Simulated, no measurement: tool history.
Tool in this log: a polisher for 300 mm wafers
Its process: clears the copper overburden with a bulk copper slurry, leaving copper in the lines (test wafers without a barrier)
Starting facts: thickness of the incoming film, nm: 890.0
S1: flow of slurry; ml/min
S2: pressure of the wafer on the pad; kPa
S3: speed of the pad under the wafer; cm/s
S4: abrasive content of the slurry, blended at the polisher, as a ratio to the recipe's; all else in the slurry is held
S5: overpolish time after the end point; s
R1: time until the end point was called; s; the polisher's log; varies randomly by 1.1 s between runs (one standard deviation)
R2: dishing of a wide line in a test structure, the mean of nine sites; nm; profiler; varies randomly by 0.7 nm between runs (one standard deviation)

run  hour   S1    S2   S3   S4  S5      R1      R2
  1   0.0  280  19.3  110  1.0  10  76.014  61.670
  2   4.7  280  18.6  110  1.0   9  77.816  57.746
  3  13.6  280  18.6  136  1.0   9  63.491  64.046
  4  17.1  280  18.6  136  1.1   9  62.824  63.314
  5  17.6  280  17.2  136  1.1   8  66.725  56.333
  6  20.0  280  17.2  156  1.1   8  58.630  60.290

Run 7 has not been measured yet. What should we expect?
  7  28.3  280  15.2  156  1.1   7   ?   ?

R1: 63.126 s
R2: 51.453 nm
